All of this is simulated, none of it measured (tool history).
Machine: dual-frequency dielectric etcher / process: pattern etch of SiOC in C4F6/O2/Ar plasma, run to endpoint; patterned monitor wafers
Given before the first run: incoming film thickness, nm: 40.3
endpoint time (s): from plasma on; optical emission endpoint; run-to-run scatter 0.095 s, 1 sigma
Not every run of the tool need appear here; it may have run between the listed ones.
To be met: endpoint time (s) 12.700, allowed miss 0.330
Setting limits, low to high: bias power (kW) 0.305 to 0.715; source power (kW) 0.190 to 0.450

{"run": 1, "hour": 0.0, "bias power (kW)": 0.51, "source power (kW)": 0.32, "endpoint time (s)": 14.072}
{"run": 2, "hour": 5.2, "bias power (kW)": 0.51, "source power (kW)": 0.34, "endpoint time (s)": 13.836}
{"run": 3, "hour": 11.9, "bias power (kW)": 0.587, "source power (kW)": 0.34, "endpoint time (s)": 13.201}
{"run": 4, "hour": 13.3, "bias power (kW)": 0.556, "source power (kW)": 0.34, "endpoint time (s)": 13.416}
{"run": 5, "hour": 20.9, "bias power (kW)": 0.567, "source power (kW)": 0.34, "endpoint time (s)": 13.537}
{"run": 6, "hour": 24.8, "bias power (kW)": 0.581, "source power (kW)": 0.35, "endpoint time (s)": 13.191}
{"run": 7, "hour": 28.4, "bias power (kW)": 0.589, "source power (kW)": 0.35, "endpoint time (s)": 13.146}
{"run": 8, "hour": 33.6, "bias power (kW)": 0.596, "source power (kW)": 0.35, "endpoint time (s)": 13.059}
{"run": 9, "hour": 36.2, "bias power (kW)": 0.596, "source power (kW)": 0.35, "endpoint time (s)": 13.11}
{"run": 10, "hour": 45.2, "bias power (kW)": 0.603, "source power (kW)": 0.35, "endpoint time (s)": 13.183}

5 candidate next runs follow, results not yet known. Just one meets every target within its allowed miss. Identify it.
{"run": "A", "hour": 54.2, "bias power (kW)": 0.627, "source power (kW)": 0.3, "endpoint time (s)": "?"}
{"run": "B", "hour": 54.2, "bias power (kW)": 0.643, "source power (kW)": 0.31, "endpoint time (s)": "?"}
{"run": "C", "hour": 54.2, "bias power (kW)": 0.567, "source power (kW)": 0.38, "endpoint time (s)": "?"}
{"run": "D", "hour": 54.2, "bias power (kW)": 0.527, "source power (kW)": 0.34, "endpoint time (s)": "?"}
{"run": "E", "hour": 54.2, "bias power (kW)": 0.577, "source power (kW)": 0.32, "endpoint time (s)": "?"}

move=A endpoint_time_(s)=13.832
move=B endpoint_time_(s)=13.548
move=C endpoint_time_(s)=12.844
move=D endpoint_time_(s)=13.707
move=E endpoint_time_(s)=13.749
A: lands further from the targets than the last run did
B: lands further from the targets than the last run did
C: every result lands within tolerance
D: lands further from the targets than the last run did
E: lands further from the targets than the last run did
Move C is the one to make.
